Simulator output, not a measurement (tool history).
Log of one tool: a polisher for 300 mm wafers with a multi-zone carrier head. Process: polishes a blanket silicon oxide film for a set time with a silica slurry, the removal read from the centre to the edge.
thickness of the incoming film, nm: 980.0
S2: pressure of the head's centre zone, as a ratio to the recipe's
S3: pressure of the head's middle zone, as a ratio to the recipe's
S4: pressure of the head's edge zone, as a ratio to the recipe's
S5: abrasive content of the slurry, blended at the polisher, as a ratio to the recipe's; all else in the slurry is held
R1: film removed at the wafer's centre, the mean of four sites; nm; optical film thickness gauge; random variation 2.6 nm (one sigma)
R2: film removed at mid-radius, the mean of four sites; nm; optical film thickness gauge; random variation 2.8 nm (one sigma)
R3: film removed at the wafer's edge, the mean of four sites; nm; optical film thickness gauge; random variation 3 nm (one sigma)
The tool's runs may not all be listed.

Run 1, hour 0.0: flow of slurry (ml/min) 215, S2 1.00, S3 1.00, S4 1.00, S5 1.00, polishing time (s) 67. Result: R1 194.03 nm, R2 194.23 nm, R3 198.49 nm.
Run 2, hour 4.4: flow of slurry (ml/min) 225, S2 0.98, S3 1.05, S4 1.02, S5 1.05, polishing time (s) 67. Result: R1 197.81 nm, R2 209.71 nm, R3 202.03 nm.
Run 3, hour 4.9: flow of slurry (ml/min) 225, S2 0.98, S3 1.05, S4 1.02, S5 1.05, polishing time (s) 60. Result: R1 174.47 nm, R2 183.32 nm, R3 184.42 nm.
Run 4, hour 13.1: flow of slurry (ml/min) 225, S2 0.98, S3 1.05, S4 1.02, S5 1.25, polishing time (s) 60. Result: R1 189.69 nm, R2 201.39 nm, R3 201.35 nm.
Run 5, hour 17.5: flow of slurry (ml/min) 225, S2 0.98, S3 0.98, S4 1.02, S5 1.25, polishing time (s) 60. Result: R1 190.85 nm, R2 189.19 nm, R3 196.59 nm.
Run 6, hour 25.9: flow of slurry (ml/min) 225, S2 0.98, S3 0.98, S4 0.97, S5 1.25, polishing time (s) 60. Result: R1 188.43 nm, R2 191.12 nm, R3 192.91 nm.

The next listed run, before its measurement:
At hour 32.5: worn pad replaced by a new one.
Run 7, hour 32.5: flow of slurry (ml/min) 225, S2 0.98, S3 0.98, S4 0.97, S5 1.25, polishing time (s) 60. Result: R1 ?, R2 ?, R3 ?.

Run 7 gave R1 206.87 nm, R2 207.39 nm, R3 214.38 nm.
